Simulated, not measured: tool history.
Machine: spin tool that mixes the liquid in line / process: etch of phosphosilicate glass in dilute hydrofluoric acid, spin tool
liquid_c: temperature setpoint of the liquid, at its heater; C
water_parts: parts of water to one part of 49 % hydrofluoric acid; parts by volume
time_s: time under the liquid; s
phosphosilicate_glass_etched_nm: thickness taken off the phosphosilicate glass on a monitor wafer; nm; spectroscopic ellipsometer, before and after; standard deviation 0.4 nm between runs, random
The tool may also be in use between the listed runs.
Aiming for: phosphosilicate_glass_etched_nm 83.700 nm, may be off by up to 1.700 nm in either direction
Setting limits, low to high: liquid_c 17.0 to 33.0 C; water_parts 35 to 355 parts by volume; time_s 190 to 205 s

run  hour  liquid_c  water_parts  time_s  phosphosilicate_glass_etched_nm
  1   0.0      25.0          195     190                           51.677
  2   2.9      26.0          190     190                           55.125
  3   3.9      26.0          145     190                           76.122
  4   5.6      26.0          190     190                           55.100
  5  13.6      26.0          190     190                           55.359
  6  20.2      27.0          185     190                           58.904
  7  28.0      28.0          180     190                           63.017
  8  32.3      28.5          175     190                           66.929
  9  36.6      29.0          175     190                           67.268
 10  39.8      29.5          175     190                           69.101
 11  46.3      30.0          175     190                           70.164
 12  48.5      30.5          175     190                           71.874
 13  50.5      31.0          175     190                           72.978
 14  54.7      33.0          160     190                           87.867
 15  61.8      32.5          160     190                           85.931

5 next moves are on the table. One of them brings every result within its allowed miss. Which?
  A  68.9      28.5          140     190                                ?
  B  68.9      32.0          155     195                                ?
  C  68.9      29.5          145     190                                ?
  D  68.9      28.5          145     190                                ?
  E  68.9      33.0          165     205                                ?

move  phosphosilicate_glass_etched_nm
   A                           87.013
   B                           89.672
   C                           86.577
   D                           83.477
   E                           90.443
A: its largest miss is bigger than the last run's
B: its largest miss is bigger than the last run's
C: its largest miss is bigger than the last run's
D: meets every target
E: its largest miss is bigger than the last run's
D is the move that brings every result within its allowed miss.

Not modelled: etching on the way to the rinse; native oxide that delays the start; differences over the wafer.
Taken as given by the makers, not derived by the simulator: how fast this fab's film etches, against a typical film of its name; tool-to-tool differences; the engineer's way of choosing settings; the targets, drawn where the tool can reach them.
